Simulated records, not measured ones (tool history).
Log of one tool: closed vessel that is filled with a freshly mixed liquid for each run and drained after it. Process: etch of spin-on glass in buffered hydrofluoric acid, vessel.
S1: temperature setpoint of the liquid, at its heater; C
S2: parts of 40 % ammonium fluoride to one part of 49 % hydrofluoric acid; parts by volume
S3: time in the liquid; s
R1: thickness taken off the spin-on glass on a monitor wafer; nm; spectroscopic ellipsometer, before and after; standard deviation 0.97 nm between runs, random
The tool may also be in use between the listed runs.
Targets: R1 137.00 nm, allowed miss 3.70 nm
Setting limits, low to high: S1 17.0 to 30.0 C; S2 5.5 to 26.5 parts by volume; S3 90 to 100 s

run  hour    S1    S2   S3      R1
  1   0.0  22.0  16.0   90  251.03
  2   8.7  22.0  16.0  100  277.32
  3  11.7  22.0  16.0  100  281.44
  4  18.8  20.5  18.5  100  223.48
     20.4  -- thermometer replaced
  5  20.4  19.5  20.0  100  183.57
  6  26.9  18.5  20.5  100  171.00
  7  28.6  18.0  21.0  100  162.36
  8  30.1  17.5  21.5  100  155.96
  9  34.1  17.5  22.0  100  153.06
 10  38.0  17.5  22.5  100  150.89
 11  41.2  17.5  22.5  100  150.23
 12  42.6  17.5  23.0  100  149.86
 13  44.6  17.5  23.5  100  144.37
 14  53.7  17.0  23.5  100  144.20

4 candidate next runs follow, results not yet known. Just one meets every target within its allowed miss. Identify it.
  A  62.8  17.0  23.0   95   ?
  B  62.8  17.0  23.0   90   ?
  C  62.8  17.0  22.5  100   ?
  D  62.8  19.5  25.0   95   ?

move      R1
   A  139.08
   B  131.76
   C  148.64
   D  151.34
A: every result within its allowed miss
B: takes the biggest miss from the last run beyond its target
C: misses by more than the last run did
D: misses by more than the last run did
The move that meets every target is A.
